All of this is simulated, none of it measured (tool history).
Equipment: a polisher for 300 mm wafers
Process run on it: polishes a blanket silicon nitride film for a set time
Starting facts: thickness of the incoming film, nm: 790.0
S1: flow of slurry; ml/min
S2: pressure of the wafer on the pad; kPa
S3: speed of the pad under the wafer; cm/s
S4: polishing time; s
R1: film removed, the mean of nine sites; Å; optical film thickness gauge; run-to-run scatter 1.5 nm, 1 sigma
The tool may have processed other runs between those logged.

run	hour	S1	S2	S3	S4	R1
1	0	185	18.6	132	104	1789.1
2	4.3	185	22.1	132	104	2104.5
3	5	185	18.6	130	104	1749.2
4	13.3	185	18.6	130	104	1733.4
5	18.5	150	18.6	130	104	1717.9
6	21.2	150	18.6	130	104	1735.2

The next listed run, before its measurement:
7	27.2	150	16.5	128	104	?

{"run 7": {"R1": 1531.6}}
